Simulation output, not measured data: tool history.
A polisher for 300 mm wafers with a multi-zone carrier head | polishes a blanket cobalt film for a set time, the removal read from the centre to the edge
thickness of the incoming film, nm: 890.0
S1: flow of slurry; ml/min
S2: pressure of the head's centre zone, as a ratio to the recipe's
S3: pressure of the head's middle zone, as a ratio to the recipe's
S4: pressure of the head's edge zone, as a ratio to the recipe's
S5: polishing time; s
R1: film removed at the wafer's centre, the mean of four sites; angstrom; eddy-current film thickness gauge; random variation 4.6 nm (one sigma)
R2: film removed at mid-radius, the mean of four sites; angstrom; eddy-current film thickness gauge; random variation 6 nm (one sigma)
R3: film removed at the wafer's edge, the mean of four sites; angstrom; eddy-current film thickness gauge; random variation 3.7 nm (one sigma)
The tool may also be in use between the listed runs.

Run 1, hour 0: S1 200 ml/min, S2 1, S3 1, S4 1, S5 46 s. Result: R1 3903.2 angstrom, R2 3804.9 angstrom, R3 3720.9 angstrom.
Run 2, hour 2.8: S1 200 ml/min, S2 1.03, S3 1, S4 1, S5 46 s. Result: R1 3987.8 angstrom, R2 3796.7 angstrom, R3 3721.9 angstrom.
Run 3, hour 4.1: S1 200 ml/min, S2 1.03, S3 1, S4 1, S5 56 s. Result: R1 4839.5 angstrom, R2 4601.6 angstrom, R3 4492.7 angstrom.
Run 4, hour 4.7: S1 200 ml/min, S2 1.03, S3 0.95, S4 1, S5 56 s. Result: R1 4846.4 angstrom, R2 4411.9 angstrom, R3 4466.1 angstrom.
Run 5, hour 6.4: S1 205 ml/min, S2 1.03, S3 0.97, S4 1, S5 56 s. Result: R1 4892.1 angstrom, R2 4463.6 angstrom, R3 4530 angstrom.
Run 6, hour 13.4: S1 205 ml/min, S2 0.98, S3 0.97, S4 1, S5 56 s. Result: R1 4657.2 angstrom, R2 4411.9 angstrom, R3 4527.4 angstrom.
Run 7, hour 15.6: S1 210 ml/min, S2 0.98, S3 0.99, S4 1, S5 56 s. Result: R1 4641.3 angstrom, R2 4624.9 angstrom, R3 4458.9 angstrom.
Run 8, hour 18.6: S1 215 ml/min, S2 0.98, S3 0.99, S4 1, S5 56 s. Result: R1 4625.6 angstrom, R2 4692.8 angstrom, R3 4567.6 angstrom.
Run 9, hour 21.1: S1 215 ml/min, S2 0.98, S3 0.99, S4 1, S5 56 s. Result: R1 4635.5 angstrom, R2 4554.1 angstrom, R3 4530.1 angstrom.

Forecast run 10:
Run 10, hour 24.9: S1 215 ml/min, S2 0.99, S3 1, S4 1, S5 56 s. Result: R1 ?, R2 ?, R3 ?.

Run 10 gave R1 4695.6 angstrom, R2 4699.3 angstrom, R3 4590 angstrom.
